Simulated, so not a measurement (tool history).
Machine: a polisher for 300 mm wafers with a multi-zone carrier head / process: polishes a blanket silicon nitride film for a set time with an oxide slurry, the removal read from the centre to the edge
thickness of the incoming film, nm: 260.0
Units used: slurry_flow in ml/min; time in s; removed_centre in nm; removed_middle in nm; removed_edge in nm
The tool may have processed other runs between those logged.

run,hour,slurry_flow,centre_zone,middle_zone,edge_zone,slurry_solids,time,removed_centre,removed_middle,removed_edge
1,0,230,1,1,1,1,60,54.797,49.351,49.916
2,1.4,220,0.96,0.99,1,0.9,60,48.794,45.326,46.539
3,3.3,220,0.96,0.99,1,0.95,60,51.493,46.525,48.961
4,9.1,220,0.92,0.99,1,0.95,60,49.033,46.702,49.442
5,10.5,215,0.9,0.99,1,0.9,60,46.523,45.044,46.061
6,15.3,215,0.9,1.04,1,0.9,60,45.094,47.196,46.347
7,23.1,165,0.81,0.96,1.08,0.65,59,28.937,30.621,34.014
8,29.4,195,0.81,0.96,1.09,0.65,59,30.861,31.757,34.45
9,30.9,190,0.82,0.97,1.1,0.7,59,33.649,34.561,37.912
10,38.4,195,0.82,0.98,1.12,0.7,59,32.947,35.131,38.802
11,39.7,205,0.82,0.98,1.12,0.7,59,33.667,35.591,39.231
12,47.3,215,0.82,0.98,1.12,0.7,59,34.257,35.551,38.678
13,53,220,0.82,0.99,1.13,0.7,59,34.202,35.35,39.249
14,60,225,0.82,1,1.13,0.7,59,34.089,36.023,38.831
15,63.3,230,0.82,1,1.14,0.7,59,35.057,36.764,39.716

Forecast run 16:
16,66.8,235,0.82,1,1.15,0.7,59,?,?,?

Run 16 gave removed_centre 34.257 nm, removed_middle 36.262 nm, removed_edge 39.138 nm.
